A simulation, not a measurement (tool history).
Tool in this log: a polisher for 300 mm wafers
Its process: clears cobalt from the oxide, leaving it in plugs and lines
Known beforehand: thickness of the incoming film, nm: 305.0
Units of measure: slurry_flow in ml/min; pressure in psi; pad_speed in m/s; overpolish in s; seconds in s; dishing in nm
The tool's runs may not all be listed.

Run 1, hour 0.0: slurry_flow 130 ml/min, pressure 1.3 psi, pad_speed 1.14 m/s, overpolish 25 s. Result: seconds 66.992 s, dishing 46.144 nm.
Run 2, hour 7.1: slurry_flow 130 ml/min, pressure 1.2 psi, pad_speed 1.14 m/s, overpolish 22 s. Result: seconds 72.793 s, dishing 42.660 nm.
Run 3, hour 15.5: slurry_flow 130 ml/min, pressure 0.9 psi, pad_speed 1.14 m/s, overpolish 22 s. Result: seconds 97.438 s, dishing 36.821 nm.
Run 4, hour 18.3: slurry_flow 130 ml/min, pressure 1.0 psi, pad_speed 1.14 m/s, overpolish 20 s. Result: seconds 83.882 s, dishing 38.069 nm.
Run 5, hour 26.6: slurry_flow 130 ml/min, pressure 1.0 psi, pad_speed 1.14 m/s, overpolish 25 s. Result: seconds 85.468 s, dishing 42.535 nm.
Run 6, hour 32.3: slurry_flow 130 ml/min, pressure 1.0 psi, pad_speed 1.14 m/s, overpolish 23 s. Result: seconds 89.078 s, dishing 40.685 nm.
Run 7, hour 40.4: slurry_flow 130 ml/min, pressure 1.0 psi, pad_speed 1.14 m/s, overpolish 21 s. Result: seconds 84.665 s, dishing 38.235 nm.
Run 8, hour 48.9: slurry_flow 130 ml/min, pressure 1.0 psi, pad_speed 1.14 m/s, overpolish 20 s. Result: seconds 86.411 s, dishing 37.490 nm.

Run 9 is up next; what results do you expect?
Run 9, hour 52.4: slurry_flow 130 ml/min, pressure 1.0 psi, pad_speed 1.14 m/s, overpolish 20 s. Result: seconds ?, dishing ?.

{"run 9": {"seconds": 84.595, "dishing": 37.276}}
